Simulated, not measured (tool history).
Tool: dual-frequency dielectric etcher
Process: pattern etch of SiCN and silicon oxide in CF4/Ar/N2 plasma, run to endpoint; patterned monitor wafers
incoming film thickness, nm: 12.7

run  hour  source power (kW)  bias power (kW)  Ar flow (sccm)  CF4 flow (sccm)  endpoint time (s)
  1   0.0              0.450            0.079             133               71             14.519
  2   2.0              0.410            0.075             135               70             16.790
  3   8.3              0.390            0.075             135               70             17.912
  4  10.9              0.460            0.075             135               70             14.656
  5  18.0              0.430            0.075             135               70             15.736
  6  23.2              0.430            0.075             116               70             15.628
  7  29.4              0.400            0.075             116               70             17.043
  8  35.7              0.380            0.075             116               70             18.078
  9  39.4              0.360            0.075             116               70             19.241
 10  41.3              0.350            0.075             116               70             19.773

The next listed run, before its measurement:
 11  48.1              0.340            0.075             116               70                  ?

{"run 11": {"endpoint time (s)": 20.766}}

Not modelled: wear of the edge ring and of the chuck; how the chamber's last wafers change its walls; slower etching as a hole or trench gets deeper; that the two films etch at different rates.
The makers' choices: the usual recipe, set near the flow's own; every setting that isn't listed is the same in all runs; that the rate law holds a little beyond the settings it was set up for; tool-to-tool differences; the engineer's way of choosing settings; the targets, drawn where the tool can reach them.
